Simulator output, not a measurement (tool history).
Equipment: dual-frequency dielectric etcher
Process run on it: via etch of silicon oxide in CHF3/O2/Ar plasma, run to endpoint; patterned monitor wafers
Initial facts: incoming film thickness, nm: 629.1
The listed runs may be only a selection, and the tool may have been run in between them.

| run | hour | source power (kW) | bias power (kW) | endpoint time (s) |
|---|---|---|---|---|
| 1 | 0.0 | 0.480 | 0.225 | 321.76 |
| 2 | 2.4 | 0.480 | 0.259 | 310.92 |
| 3 | 10.7 | 0.440 | 0.252 | 321.37 |
| 4 | 19.4 | 0.480 | 0.252 | 307.81 |
| 5 | 23.6 | 0.440 | 0.250 | 318.50 |
| 6 | 25.1 | 0.410 | 0.239 | 329.13 |
| 7 | 32.6 | 0.390 | 0.230 | 343.54 |
| 8 | 33.6 | 0.370 | 0.229 | 346.40 |

Run 9, settings as shown, results not yet in. Your forecast:
| 9 | 37.0 | 0.350 | 0.227 | ? |

Run 9 gave endpoint time (s) 355.69.

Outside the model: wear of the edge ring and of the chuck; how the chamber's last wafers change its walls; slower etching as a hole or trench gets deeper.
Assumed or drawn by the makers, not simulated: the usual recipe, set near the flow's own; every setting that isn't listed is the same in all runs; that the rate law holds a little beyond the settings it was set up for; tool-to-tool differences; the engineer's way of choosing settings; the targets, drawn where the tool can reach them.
